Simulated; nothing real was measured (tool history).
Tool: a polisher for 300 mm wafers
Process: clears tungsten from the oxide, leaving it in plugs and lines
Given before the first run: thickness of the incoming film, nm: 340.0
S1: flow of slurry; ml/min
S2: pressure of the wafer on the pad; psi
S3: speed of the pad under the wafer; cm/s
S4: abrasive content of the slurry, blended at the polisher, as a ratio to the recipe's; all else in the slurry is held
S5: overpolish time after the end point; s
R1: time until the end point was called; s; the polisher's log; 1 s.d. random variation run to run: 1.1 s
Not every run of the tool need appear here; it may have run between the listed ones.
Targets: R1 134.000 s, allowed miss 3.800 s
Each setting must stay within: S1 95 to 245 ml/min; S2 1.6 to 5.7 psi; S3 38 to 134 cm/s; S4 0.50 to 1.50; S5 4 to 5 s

Run 1, day 0.000: S1 155 ml/min, S2 3.6 psi, S3 86 cm/s, S4 1.00, S5 5 s. Result: R1 90.243 s.
Run 2, day 0.075: S1 155 ml/min, S2 4.3 psi, S3 86 cm/s, S4 1.00, S5 5 s. Result: R1 76.072 s.
Run 3, day 0.121: S1 150 ml/min, S2 4.0 psi, S3 86 cm/s, S4 1.00, S5 5 s. Result: R1 80.859 s.
Run 4, day 0.229: S1 150 ml/min, S2 4.0 psi, S3 86 cm/s, S4 1.00, S5 4 s. Result: R1 81.998 s.
Run 5, day 0.588: S1 175 ml/min, S2 4.0 psi, S3 86 cm/s, S4 1.00, S5 4 s. Result: R1 79.888 s.
Run 6, day 0.938: S1 170 ml/min, S2 3.8 psi, S3 86 cm/s, S4 1.00, S5 4 s. Result: R1 83.815 s.
Run 7, day 1.017: S1 165 ml/min, S2 3.6 psi, S3 86 cm/s, S4 1.00, S5 4 s. Result: R1 88.855 s.
Run 8, day 1.250: S1 160 ml/min, S2 3.4 psi, S3 86 cm/s, S4 1.00, S5 4 s. Result: R1 92.541 s.
Run 9, day 1.604: S1 160 ml/min, S2 3.2 psi, S3 86 cm/s, S4 1.00, S5 4 s. Result: R1 98.915 s.
Run 10, day 1.946: S1 155 ml/min, S2 3.1 psi, S3 86 cm/s, S4 1.00, S5 4 s. Result: R1 101.260 s.
Run 11, day 2.229: S1 155 ml/min, S2 3.0 psi, S3 86 cm/s, S4 1.00, S5 4 s. Result: R1 104.450 s.
Run 12, day 2.479: S1 150 ml/min, S2 2.9 psi, S3 86 cm/s, S4 1.00, S5 4 s. Result: R1 108.690 s.
Run 13, day 2.696: S1 145 ml/min, S2 2.8 psi, S3 86 cm/s, S4 1.00, S5 4 s. Result: R1 112.380 s.
Run 14, day 3.033: S1 140 ml/min, S2 2.7 psi, S3 86 cm/s, S4 1.00, S5 4 s. Result: R1 113.650 s.
Run 15, day 3.375: S1 140 ml/min, S2 2.0 psi, S3 86 cm/s, S4 1.00, S5 4 s. Result: R1 143.860 s.

5 candidate next runs follow, results not yet known. Just one meets every target within its allowed miss. Identify it.
Run A, day 3.717: S1 135 ml/min, S2 1.8 psi, S3 112 cm/s, S4 1.00, S5 4 s. Result: R1 ?.
Run B, day 3.717: S1 135 ml/min, S2 2.2 psi, S3 86 cm/s, S4 1.05, S5 4 s. Result: R1 ?.
Run C, day 3.717: S1 140 ml/min, S2 2.8 psi, S3 80 cm/s, S4 0.95, S5 4 s. Result: R1 ?.
Run D, day 3.717: S1 125 ml/min, S2 2.1 psi, S3 88 cm/s, S4 1.00, S5 4 s. Result: R1 ?.
Run E, day 3.717: S1 130 ml/min, S2 2.2 psi, S3 94 cm/s, S4 1.10, S5 5 s. Result: R1 ?.

move       R1
   A  123.940
   B  135.470
   C  121.710
   D  140.950
   E  123.590
A: takes the result that was furthest off past its target
B: hits every target within its allowed miss
C: takes the result that was furthest off past its target
D: gains on the last run, yet a result remains outside its allowed miss
E: takes the result that was furthest off past its target
The move that meets every target is B.

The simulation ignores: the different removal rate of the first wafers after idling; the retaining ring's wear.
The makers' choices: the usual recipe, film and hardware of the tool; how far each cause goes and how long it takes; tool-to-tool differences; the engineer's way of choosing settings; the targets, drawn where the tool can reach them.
